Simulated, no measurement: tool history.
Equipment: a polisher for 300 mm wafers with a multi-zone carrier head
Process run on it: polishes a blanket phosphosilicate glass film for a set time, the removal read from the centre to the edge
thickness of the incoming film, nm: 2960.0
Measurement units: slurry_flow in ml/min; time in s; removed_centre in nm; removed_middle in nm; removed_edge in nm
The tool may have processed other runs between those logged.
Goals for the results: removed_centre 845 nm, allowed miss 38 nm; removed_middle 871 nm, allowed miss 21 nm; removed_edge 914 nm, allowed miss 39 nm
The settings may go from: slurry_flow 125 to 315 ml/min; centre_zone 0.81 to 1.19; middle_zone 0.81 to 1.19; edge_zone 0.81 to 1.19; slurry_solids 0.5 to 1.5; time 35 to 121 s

run 1 hour=0 | slurry_flow=205 centre_zone=1 middle_zone=1 edge_zone=1 slurry_solids=1 time=78 | removed_centre=602.18 removed_middle=596.51 removed_edge=610.46
run 2 hour=3.6 | slurry_flow=205 centre_zone=1 middle_zone=1 edge_zone=1.07 slurry_solids=1 time=78 | removed_centre=605.48 removed_middle=592.05 removed_edge=618.74
run 3 hour=5.8 | slurry_flow=205 centre_zone=1 middle_zone=1 edge_zone=1 slurry_solids=1 time=78 | removed_centre=601.13 removed_middle=595.69 removed_edge=601.31
run 4 hour=13.8 | slurry_flow=225 centre_zone=1 middle_zone=1 edge_zone=1 slurry_solids=1 time=78 | removed_centre=601.89 removed_middle=599.05 removed_edge=589.69
run 5 hour=15.9 | slurry_flow=225 centre_zone=1.06 middle_zone=1 edge_zone=1 slurry_solids=1 time=78 | removed_centre=649.49 removed_middle=598.92 removed_edge=612.98
run 6 hour=18.9 | slurry_flow=180 centre_zone=1.06 middle_zone=1 edge_zone=1 slurry_solids=1 time=78 | removed_centre=624.38 removed_middle=584.6 removed_edge=581.99
run 7 hour=23.9 | slurry_flow=195 centre_zone=1.05 middle_zone=1.01 edge_zone=1.03 slurry_solids=1.1 time=79 | removed_centre=662.96 removed_middle=623.37 removed_edge=640.23
run 8 hour=30.6 | slurry_flow=205 centre_zone=1.05 middle_zone=1.03 edge_zone=1.05 slurry_solids=1.15 time=80 | removed_centre=691.99 removed_middle=664.93 removed_edge=653.17
run 9 hour=34.1 | slurry_flow=205 centre_zone=1.03 middle_zone=1.02 edge_zone=1.07 slurry_solids=1.2 time=82 | removed_centre=714.46 removed_middle=684.58 removed_edge=706.45
run 10 hour=42.8 | slurry_flow=210 centre_zone=1.02 middle_zone=1.03 edge_zone=1.08 slurry_solids=1.25 time=83 | removed_centre=718.82 removed_middle=720.91 removed_edge=722.06
run 11 hour=49 | slurry_flow=210 centre_zone=1.02 middle_zone=1.03 edge_zone=1.09 slurry_solids=1.3 time=84 | removed_centre=737.34 removed_middle=740.79 removed_edge=740.1
run 12 hour=54.8 | slurry_flow=210 centre_zone=1.02 middle_zone=1.03 edge_zone=1.1 slurry_solids=1.35 time=85 | removed_centre=763.46 removed_middle=759.83 removed_edge=773.99
run 13 hour=62.9 | slurry_flow=210 centre_zone=1.02 middle_zone=1.03 edge_zone=1.11 slurry_solids=1.35 time=86 | removed_centre=792.48 removed_middle=761.52 removed_edge=786.11
run 14 hour=65.7 | slurry_flow=210 centre_zone=1.01 middle_zone=1.03 edge_zone=1.12 slurry_solids=1.35 time=87 | removed_centre=777 removed_middle=776.67 removed_edge=815.31
run 15 hour=69.3 | slurry_flow=215 centre_zone=1.01 middle_zone=1.03 edge_zone=1.13 slurry_solids=1.35 time=87 | removed_centre=770 removed_middle=779.33 removed_edge=799.75
run 16 hour=72.6 | slurry_flow=175 centre_zone=0.99 middle_zone=1.04 edge_zone=1.16 slurry_solids=1.5 time=93 | removed_centre=822.12 removed_middle=856.98 removed_edge=875.3

4 candidate next runs follow, results not yet known. Just one meets every target within its allowed miss. Identify it.
run A hour=75.9 | slurry_flow=175 centre_zone=1.02 middle_zone=1 edge_zone=1.16 slurry_solids=1.4 time=96 | removed_centre=? removed_middle=? removed_edge=?
run B hour=75.9 | slurry_flow=175 centre_zone=0.99 middle_zone=1.03 edge_zone=1.18 slurry_solids=1.2 time=105 | removed_centre=? removed_middle=? removed_edge=?
run C hour=75.9 | slurry_flow=205 centre_zone=1.01 middle_zone=0.98 edge_zone=1.19 slurry_solids=1.5 time=91 | removed_centre=? removed_middle=? removed_edge=?
run D hour=75.9 | slurry_flow=170 centre_zone=0.96 middle_zone=1.02 edge_zone=1.14 slurry_solids=1.45 time=94 | removed_centre=? removed_middle=? removed_edge=?

move=A removed_centre=843.39 removed_middle=823.92 removed_edge=868.88
move=B removed_centre=841.87 removed_middle=868.95 removed_edge=899.59
move=C removed_centre=836.75 removed_middle=809.1 removed_edge=871.15
move=D removed_centre=782.44 removed_middle=826.99 removed_edge=852.3
A: lands further from the targets than the last run did
B: in spec on every target
C: lands further from the targets than the last run did
D: lands further from the targets than the last run did
Move B is the one to make.
